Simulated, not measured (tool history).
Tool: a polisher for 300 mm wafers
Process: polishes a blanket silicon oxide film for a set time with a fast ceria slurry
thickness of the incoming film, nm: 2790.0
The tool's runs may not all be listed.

run	hour	flow of slurry (ml/min)	pressure of the wafer on the pad (psi)	speed of the pad under the wafer (m/s)	polishing time (s)	film removed (nm)
1	0	175	2.8	0.94	55	729.02
2	5	165	2.4	0.94	55	622.24
3	11.4	165	2.4	0.94	57	648.27
4	15.6	165	2.4	0.78	57	552.23
5	18.6	155	2.2	0.78	57	501.38
6	25.9	145	2.1	0.78	57	474.33

What will run 7 give?
7	31	120	1.9	0.78	57	?

{"run 7": {"film removed (nm)": 417.67}}

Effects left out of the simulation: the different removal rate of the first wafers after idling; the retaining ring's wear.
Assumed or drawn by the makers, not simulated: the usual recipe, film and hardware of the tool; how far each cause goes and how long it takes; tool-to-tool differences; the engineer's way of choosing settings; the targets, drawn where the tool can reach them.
